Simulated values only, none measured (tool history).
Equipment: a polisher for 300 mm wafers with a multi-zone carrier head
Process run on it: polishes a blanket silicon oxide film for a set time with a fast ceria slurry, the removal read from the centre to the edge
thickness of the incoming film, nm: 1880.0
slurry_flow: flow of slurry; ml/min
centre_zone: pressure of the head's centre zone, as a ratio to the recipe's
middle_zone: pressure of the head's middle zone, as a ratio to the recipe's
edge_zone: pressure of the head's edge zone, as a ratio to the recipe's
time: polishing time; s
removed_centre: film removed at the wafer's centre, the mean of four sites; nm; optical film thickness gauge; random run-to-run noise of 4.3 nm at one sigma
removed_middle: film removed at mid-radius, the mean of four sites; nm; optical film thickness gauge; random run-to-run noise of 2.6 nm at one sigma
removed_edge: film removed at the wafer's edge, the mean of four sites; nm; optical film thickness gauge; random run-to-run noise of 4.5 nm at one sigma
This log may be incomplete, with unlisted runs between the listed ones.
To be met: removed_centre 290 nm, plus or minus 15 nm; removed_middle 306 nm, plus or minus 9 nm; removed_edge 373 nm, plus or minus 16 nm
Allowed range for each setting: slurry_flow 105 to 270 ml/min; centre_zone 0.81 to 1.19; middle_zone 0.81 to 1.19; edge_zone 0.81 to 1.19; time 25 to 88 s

run	day	slurry_flow	centre_zone	middle_zone	edge_zone	time	removed_centre	removed_middle	removed_edge
1	0	175	1	1	1	56	472.55	480.11	502.56
2	0.071	155	1	1	1	56	471.45	472.11	505.15
3	0.342	150	0.95	0.95	1	50	408.31	403.8	443.1
4	0.512	150	0.95	0.95	1	55	435.87	441.15	485.19
5	0.879	140	0.9	0.92	1.03	50	362.45	392.73	453.12
6	1.154	140	0.9	0.92	1.08	50	373.52	392.82	459.41
7	1.304	135	0.88	0.89	1.06	47	340.7	354.73	423.71
8	1.604	130	0.86	0.87	1.03	46	329.95	334.01	419.7
9	1.738	130	0.85	0.88	1.02	44	313.66	322.99	385.16
10	1.967	125	0.84	0.87	1.02	44	313.86	320.33	392.08

4 candidate next runs follow, results not yet known. Just one meets every target within its allowed miss. Identify it.
A	2.196	105	0.81	0.83	0.91	49	?	?	?
B	2.196	135	0.92	0.9	0.94	45	?	?	?
C	2.196	120	0.83	0.84	1	43	?	?	?
D	2.196	155	0.85	0.99	1.14	40	?	?	?

move	removed_centre	removed_middle	removed_edge
A	316.45	333.07	408.3
B	340.68	339.51	389.32
C	290.63	301.29	376.2
D	288.23	333.25	377.34
A: moves away from the targets compared with the last run
B: moves away from the targets compared with the last run
C: every result within its allowed miss
D: moves away from the targets compared with the last run
Answer: C
